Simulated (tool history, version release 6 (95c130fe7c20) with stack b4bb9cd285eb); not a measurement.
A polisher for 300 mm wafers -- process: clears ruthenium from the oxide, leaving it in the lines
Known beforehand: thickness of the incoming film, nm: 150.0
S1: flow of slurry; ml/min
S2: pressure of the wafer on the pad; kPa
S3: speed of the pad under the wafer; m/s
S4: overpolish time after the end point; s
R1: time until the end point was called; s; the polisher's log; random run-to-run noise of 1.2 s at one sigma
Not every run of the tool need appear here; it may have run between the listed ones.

run,hour,S1,S2,S3,S4,R1
1,0,125,11.7,1.2,30,105.39
2,8.2,125,9.7,1.2,30,128.39
3,13.7,125,11.7,1.24,30,102.7
4,19.4,125,13.1,1.26,30,91.992
5,23.5,125,13.1,1.36,30,85.726
6,29.7,110,13.1,1.36,30,89.097

Predict the results of run 7:
7,33.8,115,13.8,1.38,30,?

{"run 7": {"R1": 79.852}}
